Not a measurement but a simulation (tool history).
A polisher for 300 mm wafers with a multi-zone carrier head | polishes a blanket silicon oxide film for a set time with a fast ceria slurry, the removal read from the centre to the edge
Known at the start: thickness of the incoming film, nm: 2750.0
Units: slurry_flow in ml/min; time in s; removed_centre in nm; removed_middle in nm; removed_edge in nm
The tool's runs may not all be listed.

run    day  slurry_flow  centre_zone  middle_zone  edge_zone  time  removed_centre  removed_middle  removed_edge
  1      0          225            1            1          1    82          586.28          611.56        602.81
  2  0.292          205         0.97         0.98       0.96    73          476.17          522.34        514.76
  3  0.596          205         0.97         1.01       0.96    73          501.92          534.43        521.42
  4  0.896          170         0.97         1.01       0.96    73          465.92          516.74        493.12
  5  1.192          135         0.97         1.01       0.96    73          440.99          474.65        491.86
  6  1.408          135         0.97         1.01       0.96    73          440.19          484.43        481.06
  7  1.592          135         0.96         1.01       0.94    66          405.32          438.17        432.25
  8  1.904          135         0.86         1.04       0.87    43          230.25          294.84        275.12
  9  2.238          145         0.87         1.03       0.87    43          238.61          297.27        273.08

Run 10 comes next. What will it give?
 10  2.571          150         0.88         1.02       0.88    43               ?               ?             ?

removed_centre: 249.85 nm
removed_middle: 291.27 nm
removed_edge: 277.74 nm
